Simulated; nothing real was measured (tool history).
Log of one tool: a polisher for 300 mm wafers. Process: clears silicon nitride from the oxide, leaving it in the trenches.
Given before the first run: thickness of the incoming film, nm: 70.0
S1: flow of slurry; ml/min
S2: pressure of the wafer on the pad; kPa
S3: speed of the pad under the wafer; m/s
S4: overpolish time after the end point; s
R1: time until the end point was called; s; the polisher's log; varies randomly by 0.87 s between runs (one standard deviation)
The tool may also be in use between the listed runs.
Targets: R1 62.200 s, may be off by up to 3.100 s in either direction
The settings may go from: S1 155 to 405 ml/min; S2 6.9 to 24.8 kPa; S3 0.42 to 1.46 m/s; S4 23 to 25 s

Run 1, hour 0.0: S1 260 ml/min, S2 15.9 kPa, S3 0.94 m/s, S4 23 s. Result: R1 117.530 s.
Run 2, hour 2.3: S1 260 ml/min, S2 18.6 kPa, S3 0.96 m/s, S4 23 s. Result: R1 95.600 s.
Run 3, hour 10.8: S1 310 ml/min, S2 18.6 kPa, S3 0.96 m/s, S4 23 s. Result: R1 96.792 s.
Run 4, hour 14.8: S1 310 ml/min, S2 20.7 kPa, S3 0.98 m/s, S4 23 s. Result: R1 85.927 s.
Run 5, hour 21.9: S1 310 ml/min, S2 22.1 kPa, S3 0.98 m/s, S4 23 s. Result: R1 78.813 s.
Run 6, hour 27.7: S1 310 ml/min, S2 22.8 kPa, S3 1.00 m/s, S4 23 s. Result: R1 78.184 s.
Run 7, hour 31.9: S1 310 ml/min, S2 23.4 kPa, S3 1.06 m/s, S4 23 s. Result: R1 68.754 s.
Run 8, hour 34.7: S1 310 ml/min, S2 24.1 kPa, S3 1.08 m/s, S4 23 s. Result: R1 65.723 s.

Which of these 5 next moves meets every target?
Run A, hour 37.5: S1 270 ml/min, S2 24.8 kPa, S3 1.28 m/s, S4 23 s. Result: R1 ?.
Run B, hour 37.5: S1 355 ml/min, S2 24.8 kPa, S3 1.08 m/s, S4 25 s. Result: R1 ?.
Run C, hour 37.5: S1 345 ml/min, S2 24.8 kPa, S3 0.98 m/s, S4 23 s. Result: R1 ?.
Run D, hour 37.5: S1 325 ml/min, S2 24.8 kPa, S3 1.24 m/s, S4 23 s. Result: R1 ?.
Run E, hour 37.5: S1 300 ml/min, S2 24.1 kPa, S3 1.06 m/s, S4 23 s. Result: R1 ?.

move      R1
   A  54.948
   B  63.284
   C  69.724
   D  55.727
   E  67.236
A: pushes the last run's worst result past its target
B: all results in spec
C: moves away from the targets compared with the last run
D: pushes the last run's worst result past its target
E: moves away from the targets compared with the last run
The right move is B.
